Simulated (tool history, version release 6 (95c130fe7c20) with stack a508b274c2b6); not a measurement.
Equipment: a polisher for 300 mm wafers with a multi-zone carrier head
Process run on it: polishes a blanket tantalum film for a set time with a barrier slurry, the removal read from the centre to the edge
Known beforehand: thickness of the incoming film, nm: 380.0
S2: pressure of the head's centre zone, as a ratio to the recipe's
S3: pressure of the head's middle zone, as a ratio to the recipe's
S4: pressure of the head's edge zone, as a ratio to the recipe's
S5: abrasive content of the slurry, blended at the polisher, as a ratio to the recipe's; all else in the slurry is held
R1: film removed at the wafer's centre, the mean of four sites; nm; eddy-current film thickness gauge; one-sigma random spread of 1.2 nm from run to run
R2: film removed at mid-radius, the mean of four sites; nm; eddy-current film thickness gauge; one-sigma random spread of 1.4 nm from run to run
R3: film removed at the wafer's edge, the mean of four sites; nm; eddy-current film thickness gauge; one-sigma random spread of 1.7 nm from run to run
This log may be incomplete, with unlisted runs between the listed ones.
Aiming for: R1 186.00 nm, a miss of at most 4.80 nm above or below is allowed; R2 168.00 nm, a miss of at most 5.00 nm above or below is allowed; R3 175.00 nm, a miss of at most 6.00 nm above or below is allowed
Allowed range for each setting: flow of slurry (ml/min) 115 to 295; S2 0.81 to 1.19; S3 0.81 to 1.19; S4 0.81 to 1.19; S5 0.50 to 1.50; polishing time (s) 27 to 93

Run 1, hour 0.0: flow of slurry (ml/min) 190, S2 1.00, S3 1.00, S4 1.00, S5 1.00, polishing time (s) 59. Result: R1 113.87 nm, R2 118.26 nm, R3 120.66 nm.
Run 2, hour 1.5: flow of slurry (ml/min) 200, S2 1.03, S3 1.01, S4 1.03, S5 1.10, polishing time (s) 60. Result: R1 124.37 nm, R2 126.38 nm, R3 130.91 nm.
Run 3, hour 5.7: flow of slurry (ml/min) 200, S2 1.03, S3 1.01, S4 1.03, S5 1.10, polishing time (s) 52. Result: R1 106.61 nm, R2 108.59 nm, R3 111.35 nm.
Run 4, hour 7.7: flow of slurry (ml/min) 200, S2 1.07, S3 1.01, S4 1.03, S5 1.10, polishing time (s) 52. Result: R1 110.31 nm, R2 107.63 nm, R3 112.90 nm.
Run 5, hour 11.0: flow of slurry (ml/min) 200, S2 1.07, S3 1.08, S4 1.03, S5 1.10, polishing time (s) 52. Result: R1 109.97 nm, R2 113.88 nm, R3 114.76 nm.
Run 6, hour 16.8: flow of slurry (ml/min) 200, S2 1.07, S3 1.08, S4 0.99, S5 1.10, polishing time (s) 52. Result: R1 110.12 nm, R2 114.44 nm, R3 110.55 nm.
Run 7, hour 23.6: flow of slurry (ml/min) 200, S2 1.07, S3 1.08, S4 0.99, S5 1.10, polishing time (s) 52. Result: R1 110.84 nm, R2 114.49 nm, R3 111.01 nm.
Run 8, hour 28.4: flow of slurry (ml/min) 210, S2 1.09, S3 1.08, S4 1.00, S5 1.15, polishing time (s) 54. Result: R1 117.35 nm, R2 122.53 nm, R3 118.21 nm.
Run 9, hour 31.0: flow of slurry (ml/min) 210, S2 1.19, S3 0.98, S4 0.95, S5 1.40, polishing time (s) 71. Result: R1 173.18 nm, R2 152.91 nm, R3 159.55 nm.
Run 10, hour 35.5: flow of slurry (ml/min) 220, S2 1.19, S3 0.98, S4 0.96, S5 1.40, polishing time (s) 71. Result: R1 174.46 nm, R2 152.53 nm, R3 157.88 nm.
Run 11, hour 36.1: flow of slurry (ml/min) 220, S2 1.19, S3 0.99, S4 0.98, S5 1.40, polishing time (s) 71. Result: R1 175.76 nm, R2 155.74 nm, R3 159.31 nm.
At hour 42.3: edge zone pressure recalibrated.
Run 12, hour 42.3: flow of slurry (ml/min) 220, S2 1.19, S3 0.99, S4 1.00, S5 1.40, polishing time (s) 71. Result: R1 174.64 nm, R2 155.07 nm, R3 156.26 nm.
Run 13, hour 50.9: flow of slurry (ml/min) 220, S2 1.19, S3 0.99, S4 1.00, S5 1.40, polishing time (s) 71. Result: R1 174.07 nm, R2 152.59 nm, R3 156.86 nm.
Run 14, hour 58.6: flow of slurry (ml/min) 220, S2 1.18, S3 0.99, S4 0.99, S5 1.40, polishing time (s) 72. Result: R1 176.46 nm, R2 159.97 nm, R3 158.13 nm.
Run 15, hour 63.8: flow of slurry (ml/min) 210, S2 1.18, S3 0.99, S4 0.98, S5 1.40, polishing time (s) 73. Result: R1 178.34 nm, R2 159.44 nm, R3 157.97 nm.
Run 16, hour 69.2: flow of slurry (ml/min) 220, S2 1.18, S3 0.99, S4 0.98, S5 1.40, polishing time (s) 73. Result: R1 179.62 nm, R2 160.11 nm, R3 160.97 nm.

4 next moves are on the table. One of them brings every result within its allowed miss. Which?
Run A, hour 74.6: flow of slurry (ml/min) 195, S2 1.01, S3 0.82, S4 0.97, S5 1.35, polishing time (s) 80. Result: R1 ?, R2 ?, R3 ?.
Run B, hour 74.6: flow of slurry (ml/min) 245, S2 1.12, S3 0.95, S4 0.99, S5 1.45, polishing time (s) 78. Result: R1 ?, R2 ?, R3 ?.
Run C, hour 74.6: flow of slurry (ml/min) 210, S2 1.18, S3 0.88, S4 0.98, S5 1.45, polishing time (s) 77. Result: R1 ?, R2 ?, R3 ?.
Run D, hour 74.6: flow of slurry (ml/min) 255, S2 1.07, S3 0.81, S4 0.97, S5 1.40, polishing time (s) 79. Result: R1 ?, R2 ?, R3 ?.

move      R1      R2      R3
   A  169.29  145.42  172.93
   B  186.07  166.74  175.95
   C  187.40  151.90  170.90
   D  181.47  147.52  175.97
A: corrects the largest miss of the last run, while another result sits out of spec
B: every result lands within tolerance
C: corrects the largest miss of the last run, while another result sits out of spec
D: corrects the largest miss of the last run, while another result sits out of spec
Correct choice: B, which meets every target

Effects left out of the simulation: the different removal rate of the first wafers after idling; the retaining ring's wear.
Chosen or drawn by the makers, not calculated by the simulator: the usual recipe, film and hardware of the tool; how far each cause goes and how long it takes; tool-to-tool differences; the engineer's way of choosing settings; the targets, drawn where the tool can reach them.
